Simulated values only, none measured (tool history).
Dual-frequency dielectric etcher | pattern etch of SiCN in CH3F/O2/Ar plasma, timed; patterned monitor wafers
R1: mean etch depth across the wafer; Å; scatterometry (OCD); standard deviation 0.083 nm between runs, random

{"run": 1, "day": 0.0, "source power (W)": 380, "bias power (W)": 67, "etch time (s)": 43.0, "R1": 149.3}
{"run": 2, "day": 0.112, "source power (W)": 380, "bias power (W)": 67, "etch time (s)": 39.0, "R1": 133.3}
{"run": 3, "day": 0.225, "source power (W)": 380, "bias power (W)": 67, "etch time (s)": 39.0, "R1": 133.75}
{"run": 4, "day": 0.442, "source power (W)": 380, "bias power (W)": 73, "etch time (s)": 39.0, "R1": 138.92}
{"run": 5, "day": 0.5, "source power (W)": 410, "bias power (W)": 76, "etch time (s)": 39.0, "R1": 144.07}
{"run": 6, "day": 0.592, "source power (W)": 430, "bias power (W)": 79, "etch time (s)": 39.5, "R1": 150.54}
{"run": 7, "day": 0.946, "source power (W)": 450, "bias power (W)": 81, "etch time (s)": 39.5, "R1": 153.09}

Expected results for the next run?
{"run": 8, "day": 1.071, "source power (W)": 530, "bias power (W)": 94, "etch time (s)": 40.5, "R1": "?"}

R1: 174.87 Å

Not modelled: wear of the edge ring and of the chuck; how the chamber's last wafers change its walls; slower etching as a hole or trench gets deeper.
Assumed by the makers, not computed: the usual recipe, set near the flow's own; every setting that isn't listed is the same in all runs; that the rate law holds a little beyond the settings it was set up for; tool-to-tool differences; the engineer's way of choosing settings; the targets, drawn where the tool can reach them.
